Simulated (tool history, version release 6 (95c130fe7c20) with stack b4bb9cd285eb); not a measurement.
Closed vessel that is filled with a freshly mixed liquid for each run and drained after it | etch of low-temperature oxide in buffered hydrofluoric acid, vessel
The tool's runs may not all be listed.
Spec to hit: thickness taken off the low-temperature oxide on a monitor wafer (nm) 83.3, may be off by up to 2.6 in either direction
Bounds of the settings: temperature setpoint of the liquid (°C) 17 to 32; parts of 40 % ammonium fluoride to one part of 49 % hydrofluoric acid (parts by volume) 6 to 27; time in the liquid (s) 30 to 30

run	hour	temperature setpoint of the liquid (°C)	parts of 40 % ammonium fluoride to one part of 49 % hydrofluoric acid (parts by volume)	time in the liquid (s)	thickness taken off the low-temperature oxide on a monitor wafer (nm)
1	0	24	16.5	30	52.301
2	8.5	24	21	30	42.235
3	9.4	27	21	30	50.209
4	11.3	27	21	30	49.69
5	12.1	28	20	30	53.935
6	15.7	29	19	30	60.08
7	16.9	29.5	18	30	64.43
8	23.5	30	17.5	30	68.754
9	28.6	30.5	17	30	70.483
10	35.7	31	16.5	30	76.14
11	39.2	31.5	16	30	79.626

4 candidate next runs follow, results not yet known. Just one meets every target within its allowed miss. Identify it.
A	42.7	30	16	30	?
B	42.7	30	15.5	30	?
C	42.7	29.5	16	30	?
D	42.7	32	16	30	?

move	thickness taken off the low-temperature oxide on a monitor wafer (nm)
A	74.524
B	76.881
C	72.586
D	82.741
A: misses by more than the last run did
B: misses by more than the last run did
C: misses by more than the last run did
D: in spec on every target
Answer: D
